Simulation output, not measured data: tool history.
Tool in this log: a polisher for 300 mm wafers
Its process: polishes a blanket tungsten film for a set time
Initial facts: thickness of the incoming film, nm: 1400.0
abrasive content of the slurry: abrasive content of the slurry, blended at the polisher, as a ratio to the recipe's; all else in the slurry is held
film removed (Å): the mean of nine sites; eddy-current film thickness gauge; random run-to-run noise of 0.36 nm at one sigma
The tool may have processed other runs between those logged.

| run | hour | flow of slurry (ml/min) | pressure of the wafer on the pad (psi) | speed of the pad under the wafer (m/s) | abrasive content of the slurry | polishing time (s) | film removed (Å) |
|---|---|---|---|---|---|---|---|
| 1 | 0 | 230 | 4.1 | 0.92 | 1 | 19 | 742.99 |
| 2 | 1.7 | 230 | 4.7 | 0.92 | 1 | 19 | 848.75 |
| 3 | 8.4 | 230 | 4.7 | 0.72 | 1 | 19 | 720.52 |
| 4 | 13.9 | 210 | 4.7 | 0.72 | 1 | 19 | 717.66 |
| 5 | 19.8 | 185 | 4.7 | 0.72 | 1 | 19 | 694.35 |
| 6 | 21.7 | 185 | 4.7 | 0.54 | 1 | 19 | 583.03 |
| 7 | 23.3 | 185 | 4.5 | 0.54 | 1 | 19 | 554.99 |
| 8 | 24.6 | 185 | 4.4 | 0.54 | 1 | 19 | 548.15 |
| 9 | 33.6 | 185 | 4.3 | 0.54 | 1 | 19 | 530.54 |
| 10 | 34.8 | 185 | 4.2 | 0.54 | 1 | 19 | 527.55 |

Forecast run 11:
| 11 | 40.4 | 180 | 3.5 | 0.54 | 1 | 19 | ? |

{"run 11": {"film removed (Å)": 434.47}}
